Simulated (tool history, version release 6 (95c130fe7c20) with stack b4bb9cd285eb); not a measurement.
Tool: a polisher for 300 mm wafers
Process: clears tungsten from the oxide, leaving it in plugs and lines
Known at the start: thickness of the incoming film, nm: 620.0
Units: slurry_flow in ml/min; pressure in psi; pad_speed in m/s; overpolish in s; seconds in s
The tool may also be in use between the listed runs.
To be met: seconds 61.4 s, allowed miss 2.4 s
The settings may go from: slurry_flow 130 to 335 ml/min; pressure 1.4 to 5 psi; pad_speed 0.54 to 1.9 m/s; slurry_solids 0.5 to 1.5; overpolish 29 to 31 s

run  hour  slurry_flow  pressure  pad_speed  slurry_solids  overpolish  seconds
  1     0          215       3.2       1.22              1          29   116.28
  2   3.9          215       3.5       1.24              1          29   104.75
  3   7.1          215       3.5       1.24            0.9          29   106.37
  4  11.5          215       3.5       1.24            0.9          29   107.59
  5  18.8          215       3.7       1.26            0.9          29   100.86
  6  26.2          215       3.7       1.38            0.9          29   92.972
  7    33          215       3.9        1.4            0.9          29   88.924
     39.6  -- worn pad replaced by a new one
  8  39.6          215       4.1       1.42            0.9          29   74.292
  9  47.9          215       4.2       1.42            0.9          29   71.726
 10  50.2          215       4.3       1.42            0.9          29   71.127

4 next moves are on the table. One of them brings every result within its allowed miss. Which?
  A  52.5          245       4.4       1.76           0.85          29        ?
  B  52.5          215       4.8       1.54            1.1          29        ?
  C  52.5          195       4.9        1.6           0.95          31        ?
  D  52.5          230       4.8       1.44           1.05          31        ?

move  seconds
   A   57.385
   B   57.216
   C   57.272
   D   61.359
A: takes the result that was furthest off past its target
B: takes the result that was furthest off past its target
C: takes the result that was furthest off past its target
D: meets every target
The right move is D.
